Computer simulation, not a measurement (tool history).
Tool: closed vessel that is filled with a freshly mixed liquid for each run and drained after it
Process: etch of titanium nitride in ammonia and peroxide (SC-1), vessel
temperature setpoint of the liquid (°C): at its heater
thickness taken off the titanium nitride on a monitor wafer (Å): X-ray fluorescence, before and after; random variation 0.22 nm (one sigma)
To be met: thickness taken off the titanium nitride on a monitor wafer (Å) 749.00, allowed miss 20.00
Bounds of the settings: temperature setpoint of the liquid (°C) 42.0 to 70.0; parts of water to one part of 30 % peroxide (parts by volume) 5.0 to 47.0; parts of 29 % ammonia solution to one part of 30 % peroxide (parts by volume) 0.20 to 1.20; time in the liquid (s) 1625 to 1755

run,day,temperature setpoint of the liquid (°C),parts of water to one part of 30 % peroxide (parts by volume),parts of 29 % ammonia solution to one part of 30 % peroxide (parts by volume),time in the liquid (s),thickness taken off the titanium nitride on a monitor wafer (Å)
1,0.000,58.0,26.0,0.75,1625,960.66
2,0.321,57.0,26.0,0.75,1625,905.79
3,0.671,57.0,26.0,0.75,1625,904.06
4,0.992,56.0,26.0,0.75,1625,842.39
5,1.221,56.0,26.0,0.60,1625,810.73
6,1.612,56.0,26.0,0.70,1625,834.67
7,1.904,55.5,26.0,0.70,1625,805.90
8,2.192,55.0,26.0,0.70,1625,775.15

4 next moves are on the table. One of them brings every result within its allowed miss. Which?
A,2.479,53.5,23.0,0.70,1625,?
B,2.479,56.0,27.5,0.80,1625,?
C,2.479,52.5,21.5,0.80,1755,?
D,2.479,53.5,25.5,0.95,1715,?

move,thickness taken off the titanium nitride on a monitor wafer (Å)
A,756.19
B,830.24
C,811.25
D,796.27
A: meets every target
B: further off than the last run
C: further off than the last run
D: further off than the last run
The right move is A.
